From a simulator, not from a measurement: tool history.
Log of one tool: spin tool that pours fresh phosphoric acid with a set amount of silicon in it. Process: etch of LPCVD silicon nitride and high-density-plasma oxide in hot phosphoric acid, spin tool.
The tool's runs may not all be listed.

run,hour,temperature setpoint of the liquid (K),silicon dissolved in the acid as it is poured (mg a litre),time under the liquid (s),thickness taken off the LPCVD silicon nitride on a monitor wafer (angstrom),thickness taken off the high-density-plasma oxide on a monitor wafer (angstrom)
1,0,436.15,9,180,179.55,14.085
2,4.3,436.15,6,180,181.69,15.371
3,8.6,435.65,6,180,179.81,14.576
4,11.7,437.65,6,180,191.17,16.688
5,15.2,439.15,6,180,200.55,18.709
6,21.6,437.15,9,175,183.59,15.132
7,28.7,435.15,11.5,170,165.02,11.443
8,33.2,434.15,12,170,160.93,10.499
9,34.9,433.15,12,165,149.86,9.3941
10,41.2,432.65,12,165,146.07,9.0688

Run 11 comes next. What will it give?
11,43.9,432.15,12.5,165,?,?

Run 11 gave thickness taken off the LPCVD silicon nitride on a monitor wafer (angstrom) 145.36, thickness taken off the high-density-plasma oxide on a monitor wafer (angstrom) 8.7642.
